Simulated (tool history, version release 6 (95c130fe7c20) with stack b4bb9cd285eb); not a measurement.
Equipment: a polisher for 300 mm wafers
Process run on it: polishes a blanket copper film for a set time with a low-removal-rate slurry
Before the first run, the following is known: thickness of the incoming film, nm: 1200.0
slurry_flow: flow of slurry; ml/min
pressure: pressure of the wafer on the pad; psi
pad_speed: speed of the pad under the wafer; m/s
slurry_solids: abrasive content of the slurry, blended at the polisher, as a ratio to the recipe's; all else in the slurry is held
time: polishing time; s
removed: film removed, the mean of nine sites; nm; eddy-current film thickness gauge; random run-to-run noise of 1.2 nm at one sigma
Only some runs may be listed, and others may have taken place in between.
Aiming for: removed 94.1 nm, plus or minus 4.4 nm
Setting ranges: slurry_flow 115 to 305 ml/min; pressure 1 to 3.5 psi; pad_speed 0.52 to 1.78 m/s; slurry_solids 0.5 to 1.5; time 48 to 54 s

run	day	slurry_flow	pressure	pad_speed	slurry_solids	time	removed
1	0	195	2.2	1.14	1	54	148.38
2	0.35	195	2.2	1.14	1	48	131.9
3	0.65	195	2.2	1.14	1.1	48	135.72
4	0.729	195	2.2	1.14	1.1	48	141.69
5	1.017	195	2	1.14	1.1	48	125.55
6	1.246	195	1.8	1.14	1.1	48	118.37
7	1.575	195	1.7	1.14	1.1	48	110.56
8	1.95	195	1.6	1.14	1.1	48	104.94

Exactly one of the 4 candidate moves below puts every result within its allowed miss. Which one?
A	2.325	205	1.3	0.96	1.25	50	?
B	2.325	175	1.7	1.08	1.1	48	?
C	2.325	210	1.5	1.12	1.1	49	?
D	2.325	175	2.1	0.8	1.05	50	?

move	removed
A	84.493
B	104.63
C	103.27
D	95.281
A: moves the result that the last run missed by most past its target, out the other side
B: as far off as the last run
C: better than the last run, though not everything is in spec
D: every result within its allowed miss
Correct choice: D, which meets every target
